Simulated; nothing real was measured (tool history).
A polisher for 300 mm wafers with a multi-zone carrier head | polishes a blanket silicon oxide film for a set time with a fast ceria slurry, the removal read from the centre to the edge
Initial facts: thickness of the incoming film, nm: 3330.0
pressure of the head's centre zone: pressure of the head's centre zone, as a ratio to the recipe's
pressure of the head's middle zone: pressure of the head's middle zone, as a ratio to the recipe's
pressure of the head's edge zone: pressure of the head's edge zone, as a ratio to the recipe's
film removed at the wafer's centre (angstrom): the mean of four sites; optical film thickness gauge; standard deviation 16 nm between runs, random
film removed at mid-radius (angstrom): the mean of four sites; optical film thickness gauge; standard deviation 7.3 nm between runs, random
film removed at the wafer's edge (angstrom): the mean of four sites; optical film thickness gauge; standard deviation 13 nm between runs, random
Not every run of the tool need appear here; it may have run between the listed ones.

run	hour	flow of slurry (ml/min)	pressure of the head's centre zone	pressure of the head's middle zone	pressure of the head's edge zone	polishing time (s)	film removed at the wafer's centre (angstrom)	film removed at mid-radius (angstrom)	film removed at the wafer's edge (angstrom)
1	0.0	235	1.00	1.00	1.00	84	8730.6	8895.2	8784.4
2	6.3	180	1.00	1.00	1.00	84	8228.2	8546.9	8435.3
3	10.0	150	1.00	1.00	1.00	84	8143.8	8209.9	8069.6
4	18.4	140	1.00	1.00	1.00	84	7907.0	8140.4	8200.0
5	19.0	160	1.03	0.99	1.02	85	8386.5	8354.6	8503.8
6	22.8	190	1.03	0.99	1.02	85	8680.1	8612.8	8930.0
7	24.1	200	1.06	0.98	1.00	85	9033.2	8604.4	8778.5
8	31.7	210	1.08	0.97	1.00	85	9274.9	8481.9	8545.5
9	38.5	225	1.10	0.96	1.02	85	9682.4	8469.6	8864.9

For run 10, what comes out?
10	41.6	235	1.11	0.96	1.03	85	?	?	?

film removed at the wafer's centre (angstrom): 9636.7
film removed at mid-radius (angstrom): 8592.5
film removed at the wafer's edge (angstrom): 9067.6
